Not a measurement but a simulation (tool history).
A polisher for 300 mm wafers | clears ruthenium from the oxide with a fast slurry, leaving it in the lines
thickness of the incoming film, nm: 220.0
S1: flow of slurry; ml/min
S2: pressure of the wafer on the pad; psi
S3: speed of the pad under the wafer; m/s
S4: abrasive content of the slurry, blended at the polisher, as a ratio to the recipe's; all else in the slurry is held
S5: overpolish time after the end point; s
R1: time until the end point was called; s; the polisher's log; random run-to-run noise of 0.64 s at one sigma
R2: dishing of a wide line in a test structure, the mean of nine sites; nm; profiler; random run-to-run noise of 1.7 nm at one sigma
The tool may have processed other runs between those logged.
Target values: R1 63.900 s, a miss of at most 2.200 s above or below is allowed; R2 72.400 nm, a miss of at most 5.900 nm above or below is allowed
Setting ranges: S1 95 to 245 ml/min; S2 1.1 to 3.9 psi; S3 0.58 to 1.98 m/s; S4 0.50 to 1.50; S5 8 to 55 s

run 1 hour=0.0 | S1=155 S2=2.5 S3=1.28 S4=1.00 S5=28 | R1=48.479 R2=78.757
run 2 hour=7.5 | S1=140 S2=2.5 S3=1.28 S4=1.00 S5=28 | R1=49.663 R2=77.094
run 3 hour=12.8 | S1=140 S2=2.5 S3=1.42 S4=1.00 S5=28 | R1=45.056 R2=86.309
run 4 hour=18.3 | S1=115 S2=2.5 S3=1.42 S4=1.00 S5=28 | R1=46.485 R2=82.509
run 5 hour=27.0 | S1=110 S2=2.3 S3=1.42 S4=1.00 S5=29 | R1=51.196 R2=79.380
run 6 hour=34.9 | S1=110 S2=2.3 S3=1.42 S4=1.15 S5=29 | R1=49.875 R2=80.754
run 7 hour=36.9 | S1=105 S2=2.1 S3=1.42 S4=1.15 S5=30 | R1=55.085 R2=75.193
run 8 hour=44.3 | S1=100 S2=1.7 S3=1.42 S4=1.15 S5=34 | R1=69.395 R2=70.178

Pick the move, out of 4, that brings all results within their allowed miss; only one does.
run A hour=51.7 | S1=105 S2=1.9 S3=1.32 S4=1.20 S5=32 | R1=? R2=?
run B hour=51.7 | S1=100 S2=1.5 S3=1.40 S4=1.25 S5=31 | R1=? R2=?
run C hour=51.7 | S1=100 S2=1.5 S3=1.44 S4=1.10 S5=37 | R1=? R2=?
run D hour=51.7 | S1=100 S2=2.2 S3=0.96 S4=1.40 S5=35 | R1=? R2=?

move=A R1=62.848 R2=70.980
move=B R1=74.452 R2=61.103
move=C R1=75.670 R2=68.924
move=D R1=71.545 R2=68.949
A: meets every target
B: the biggest miss grows against the last run
C: the biggest miss grows against the last run
D: the biggest miss grows against the last run
A is the move that brings every result within its allowed miss.

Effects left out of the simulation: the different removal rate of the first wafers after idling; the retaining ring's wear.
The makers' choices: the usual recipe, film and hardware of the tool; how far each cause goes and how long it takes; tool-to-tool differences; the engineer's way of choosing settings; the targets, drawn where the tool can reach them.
